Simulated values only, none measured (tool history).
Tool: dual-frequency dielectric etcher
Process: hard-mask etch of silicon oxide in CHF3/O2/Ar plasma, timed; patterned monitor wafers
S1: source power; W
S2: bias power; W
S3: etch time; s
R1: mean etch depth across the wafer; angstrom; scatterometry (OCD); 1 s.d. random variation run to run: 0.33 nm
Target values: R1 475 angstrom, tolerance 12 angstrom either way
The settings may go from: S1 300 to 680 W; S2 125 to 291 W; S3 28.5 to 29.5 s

Run 1, hour 0: S1 490 W, S2 208 W, S3 28.5 s. Result: R1 575.51 angstrom.
Run 2, hour 0.6: S1 440 W, S2 194 W, S3 28.5 s. Result: R1 542.84 angstrom.
Run 3, hour 5.4: S1 440 W, S2 228 W, S3 28.5 s. Result: R1 570.67 angstrom.
Run 4, hour 11: S1 390 W, S2 211 W, S3 28.5 s. Result: R1 532.96 angstrom.
Run 5, hour 15.6: S1 360 W, S2 202 W, S3 28.5 s. Result: R1 509.08 angstrom.
Run 6, hour 18.2: S1 430 W, S2 202 W, S3 28.5 s. Result: R1 551.61 angstrom.
Run 7, hour 20.7: S1 390 W, S2 192 W, S3 28.5 s. Result: R1 512.97 angstrom.
Run 8, hour 24.2: S1 370 W, S2 189 W, S3 28.5 s. Result: R1 504.52 angstrom.
Run 9, hour 32.8: S1 350 W, S2 187 W, S3 28.5 s. Result: R1 487.67 angstrom.

Which one of the following 5 next-run settings gets every result inside its allowed miss? There is exactly one.
Run A, hour 41.4: S1 310 W, S2 172 W, S3 29.5 s. Result: R1 ?.
Run B, hour 41.4: S1 390 W, S2 171 W, S3 29.5 s. Result: R1 ?.
Run C, hour 41.4: S1 330 W, S2 210 W, S3 28.5 s. Result: R1 ?.
Run D, hour 41.4: S1 370 W, S2 187 W, S3 29 s. Result: R1 ?.
Run E, hour 41.4: S1 330 W, S2 200 W, S3 29.5 s. Result: R1 ?.

move      R1
   A  474.67
   B   518.4
   C  500.97
   D  513.39
   E  510.36
A: in spec on every target
B: moves away from the targets compared with the last run
C: moves away from the targets compared with the last run
D: moves away from the targets compared with the last run
E: moves away from the targets compared with the last run
The move that meets every target is A.

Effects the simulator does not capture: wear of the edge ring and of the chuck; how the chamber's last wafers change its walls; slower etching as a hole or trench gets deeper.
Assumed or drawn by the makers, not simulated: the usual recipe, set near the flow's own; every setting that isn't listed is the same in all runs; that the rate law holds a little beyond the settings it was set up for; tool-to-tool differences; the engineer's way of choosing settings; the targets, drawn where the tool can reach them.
